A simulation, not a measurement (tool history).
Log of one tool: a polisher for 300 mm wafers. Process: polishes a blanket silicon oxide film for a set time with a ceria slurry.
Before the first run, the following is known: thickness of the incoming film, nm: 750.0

run  hour  flow of slurry (ml/min)  pressure of the wafer on the pad (psi)  speed of the pad under the wafer (m/s)  polishing time (s)  film removed (nm)
  1   0.0                      310                                     2.4                                    1.22                  27            118.130
  2   4.7                      310                                     2.4                                    1.22                  27            118.550
  3  13.4                      310                                     2.4                                    1.22                  27            115.670
  4  22.0                      250                                     2.4                                    1.22                  27            115.180
  5  26.5                      250                                     2.4                                    1.22                  23             96.852
  6  32.3                      250                                     2.8                                    1.22                  23            111.920
  7  39.9                      245                                     2.5                                    1.20                  23             98.689

Run 8 is up next; what results do you expect?
  8  43.3                      240                                     2.3                                    1.20                  23                  ?

{"run 8": {"film removed (nm)": 92.005}}
